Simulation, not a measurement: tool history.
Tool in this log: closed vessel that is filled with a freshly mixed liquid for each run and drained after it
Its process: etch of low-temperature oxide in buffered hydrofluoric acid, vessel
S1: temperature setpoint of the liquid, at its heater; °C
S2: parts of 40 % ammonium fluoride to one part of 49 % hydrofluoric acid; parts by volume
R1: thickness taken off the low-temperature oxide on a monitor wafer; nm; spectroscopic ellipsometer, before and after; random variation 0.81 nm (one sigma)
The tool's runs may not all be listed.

Run 1, hour 0: S1 20 °C, S2 16 parts by volume, time in the liquid (s) 95. Result: R1 105.12 nm.
Run 2, hour 8.5: S1 17 °C, S2 16 parts by volume, time in the liquid (s) 95. Result: R1 88.48 nm.
Run 3, hour 13.9: S1 17 °C, S2 20 parts by volume, time in the liquid (s) 95. Result: R1 71.146 nm.
Run 4, hour 20: S1 17 °C, S2 20 parts by volume, time in the liquid (s) 105. Result: R1 79.202 nm.
Run 5, hour 21.1: S1 17 °C, S2 22 parts by volume, time in the liquid (s) 105. Result: R1 73.736 nm.
Run 6, hour 30.3: S1 17 °C, S2 18 parts by volume, time in the liquid (s) 105. Result: R1 87.595 nm.
Run 7, hour 32.7: S1 17 °C, S2 18 parts by volume, time in the liquid (s) 105. Result: R1 87.317 nm.

Run 8 comes next. What will it give?
Run 8, hour 37: S1 19 °C, S2 16.5 parts by volume, time in the liquid (s) 105. Result: R1 ?.

{"run 8": {"R1": 107.13}}
